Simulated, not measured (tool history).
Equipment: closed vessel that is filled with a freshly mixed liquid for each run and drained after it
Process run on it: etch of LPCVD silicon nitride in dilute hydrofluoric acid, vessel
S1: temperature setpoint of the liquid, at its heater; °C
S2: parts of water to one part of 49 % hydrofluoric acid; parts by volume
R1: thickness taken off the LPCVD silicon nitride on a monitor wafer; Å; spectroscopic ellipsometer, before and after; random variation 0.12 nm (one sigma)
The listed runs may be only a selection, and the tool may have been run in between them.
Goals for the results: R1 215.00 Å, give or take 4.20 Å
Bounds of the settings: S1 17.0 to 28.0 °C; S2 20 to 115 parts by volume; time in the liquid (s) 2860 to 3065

{"run": 1, "day": 0.0, "S1": 20.0, "S2": 65, "time in the liquid (s)": 2860, "R1": 139.48}
{"run": 2, "day": 0.258, "S1": 22.0, "S2": 65, "time in the liquid (s)": 2860, "R1": 160.77}
{"run": 3, "day": 0.338, "S1": 22.0, "S2": 85, "time in the liquid (s)": 2860, "R1": 123.36}
{"run": 4, "day": 0.621, "S1": 22.0, "S2": 70, "time in the liquid (s)": 2860, "R1": 149.88}
{"run": 5, "day": 0.95, "S1": 23.0, "S2": 70, "time in the liquid (s)": 2860, "R1": 159.56}
{"run": 6, "day": 1.188, "S1": 24.0, "S2": 70, "time in the liquid (s)": 2860, "R1": 168.81}
{"run": 7, "day": 1.417, "S1": 25.0, "S2": 70, "time in the liquid (s)": 2860, "R1": 182.66}
{"run": 8, "day": 1.583, "S1": 25.5, "S2": 70, "time in the liquid (s)": 2860, "R1": 188.63}
{"run": 9, "day": 1.646, "S1": 26.0, "S2": 70, "time in the liquid (s)": 2860, "R1": 195.23}
{"run": 10, "day": 1.962, "S1": 26.5, "S2": 70, "time in the liquid (s)": 2860, "R1": 202.61}
{"run": 11, "day": 2.262, "S1": 27.0, "S2": 70, "time in the liquid (s)": 2860, "R1": 208.39}
{"day": 2.521, "done": "hydrofluoric acid flow meter replaced"}
{"run": 12, "day": 2.521, "S1": 27.5, "S2": 70, "time in the liquid (s)": 2860, "R1": 241.89}

Next run, 4 choices. One meets every target within its allowed miss, the rest don't. Which?
{"run": "A", "day": 2.779, "S1": 25.5, "S2": 70, "time in the liquid (s)": 2910, "R1": "?"}
{"run": "B", "day": 2.779, "S1": 25.5, "S2": 75, "time in the liquid (s)": 3030, "R1": "?"}
{"run": "C", "day": 2.779, "S1": 27.0, "S2": 60, "time in the liquid (s)": 3065, "R1": "?"}
{"run": "D", "day": 2.779, "S1": 24.0, "S2": 55, "time in the liquid (s)": 2995, "R1": "?"}

move=A R1=213.26
move=B R1=207.43
move=C R1=288.68
move=D R1=251.77
A: every result lands within tolerance
B: carries the result that was furthest off beyond its target, to the other side
C: further off than the last run
D: further off than the last run
The right move is A.
